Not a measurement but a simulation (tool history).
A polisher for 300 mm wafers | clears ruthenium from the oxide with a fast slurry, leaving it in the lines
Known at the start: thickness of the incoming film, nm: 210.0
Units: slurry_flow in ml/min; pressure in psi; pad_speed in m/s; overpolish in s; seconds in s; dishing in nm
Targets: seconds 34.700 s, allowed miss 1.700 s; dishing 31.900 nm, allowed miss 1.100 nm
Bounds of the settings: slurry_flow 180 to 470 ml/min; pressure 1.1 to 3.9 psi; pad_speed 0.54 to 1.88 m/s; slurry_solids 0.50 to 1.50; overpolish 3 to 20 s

run	hour	slurry_flow	pressure	pad_speed	slurry_solids	overpolish	seconds	dishing
1	0.0	300	2.5	1.20	1.00	10	48.254	32.114
2	5.4	330	2.5	1.20	1.00	10	48.355	32.830
3	8.4	335	2.8	1.20	1.00	9	43.930	32.251
4	9.9	335	2.2	1.20	1.00	9	53.810	26.234
5	14.1	335	2.2	1.20	1.00	6	55.987	17.661
6	15.0	335	2.2	1.36	1.00	6	48.288	19.907
7	18.7	325	2.9	1.36	1.00	8	37.246	33.895
8	25.6	340	3.0	1.40	1.00	6	36.118	27.512

5 next moves are on the table. One of them brings every result within its allowed miss. Which?
A	32.5	330	2.8	1.44	1.05	8	?	?
B	32.5	340	2.5	1.48	1.05	8	?	?
C	32.5	325	3.1	1.52	0.95	5	?	?
D	32.5	330	2.7	1.68	0.85	7	?	?
E	32.5	335	2.7	1.50	1.00	5	?	?

move	seconds	dishing
A	36.513	33.912
B	39.585	31.461
C	32.435	24.393
D	34.835	31.294
E	36.875	21.593
A: takes the result that was furthest off past its target
B: brings the result that was furthest off to its target, and leaves another outside
C: further off than the last run
D: meets every target
E: further off than the last run
The right move is D.
